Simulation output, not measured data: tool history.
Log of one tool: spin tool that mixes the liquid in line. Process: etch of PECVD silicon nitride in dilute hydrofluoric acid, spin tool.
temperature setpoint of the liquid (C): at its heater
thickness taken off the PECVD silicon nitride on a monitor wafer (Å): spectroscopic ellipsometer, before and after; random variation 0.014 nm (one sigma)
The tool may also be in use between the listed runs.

| run | hour | temperature setpoint of the liquid (C) | parts of water to one part of 49 % hydrofluoric acid (parts by volume) | time under the liquid (s) | thickness taken off the PECVD silicon nitride on a monitor wafer (Å) |
|---|---|---|---|---|---|
| 1 | 0.0 | 26.0 | 155 | 90 | 15.858 |
| 2 | 1.3 | 25.5 | 155 | 90 | 15.170 |
| 3 | 2.0 | 25.5 | 105 | 90 | 22.924 |
| 4 | 10.3 | 24.5 | 105 | 90 | 20.713 |
| 5 | 17.0 | 24.5 | 105 | 90 | 21.409 |
| 6 | 25.9 | 23.5 | 105 | 90 | 19.693 |
| 7 | 33.4 | 23.0 | 105 | 90 | 19.319 |
| 8 | 34.6 | 22.5 | 105 | 90 | 18.578 |
| 9 | 36.6 | 22.5 | 105 | 90 | 18.756 |
| 10 | 39.4 | 22.0 | 105 | 90 | 17.814 |
| 11 | 44.1 | 21.5 | 105 | 90 | 17.188 |
| 12 | 46.3 | 21.0 | 105 | 90 | 16.554 |
| 13 | 49.5 | 21.0 | 105 | 90 | 16.845 |
| 14 | 53.3 | 21.0 | 105 | 90 | 16.669 |

Forecast run 15:
| 15 | 57.4 | 20.5 | 105 | 90 | ? |

thickness taken off the PECVD silicon nitride on a monitor wafer (Å): 16.310
